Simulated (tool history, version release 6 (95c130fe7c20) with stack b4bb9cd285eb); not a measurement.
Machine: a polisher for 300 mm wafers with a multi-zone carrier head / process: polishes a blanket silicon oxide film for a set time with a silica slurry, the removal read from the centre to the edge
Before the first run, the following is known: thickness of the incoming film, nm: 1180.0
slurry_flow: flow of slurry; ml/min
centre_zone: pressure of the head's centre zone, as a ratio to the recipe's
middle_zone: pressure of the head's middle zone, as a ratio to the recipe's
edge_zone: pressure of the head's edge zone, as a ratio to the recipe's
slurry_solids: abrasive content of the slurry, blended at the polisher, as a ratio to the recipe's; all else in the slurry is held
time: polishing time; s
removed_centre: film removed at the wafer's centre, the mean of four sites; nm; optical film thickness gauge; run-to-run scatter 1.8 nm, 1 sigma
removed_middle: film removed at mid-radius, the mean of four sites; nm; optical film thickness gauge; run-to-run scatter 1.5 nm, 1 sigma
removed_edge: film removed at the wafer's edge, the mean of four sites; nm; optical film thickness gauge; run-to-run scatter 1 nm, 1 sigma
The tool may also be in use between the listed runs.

run	hour	slurry_flow	centre_zone	middle_zone	edge_zone	slurry_solids	time	removed_centre	removed_middle	removed_edge
1	0.0	250	1.00	1.00	1.00	1.00	45	169.14	163.24	166.90
2	8.5	280	1.00	1.00	1.00	1.00	45	171.47	169.10	168.35
3	15.3	270	1.00	1.01	0.94	0.90	45	167.71	164.61	155.96
4	22.4	270	0.95	1.01	0.94	0.90	45	157.85	165.24	158.05
5	23.6	255	0.96	1.00	0.90	0.85	45	153.28	159.40	151.68
6	28.8	255	0.96	1.00	0.90	0.85	49	165.18	173.13	165.95
7	35.1	255	0.96	1.00	0.90	0.85	49	172.16	169.13	165.22

Run 8 has not been measured yet. What should we expect?
8	38.5	255	0.96	1.01	0.88	0.75	49	?	?	?

{"run 8": {"removed_centre": 161.98, "removed_middle": 168.27, "removed_edge": 155.33}}
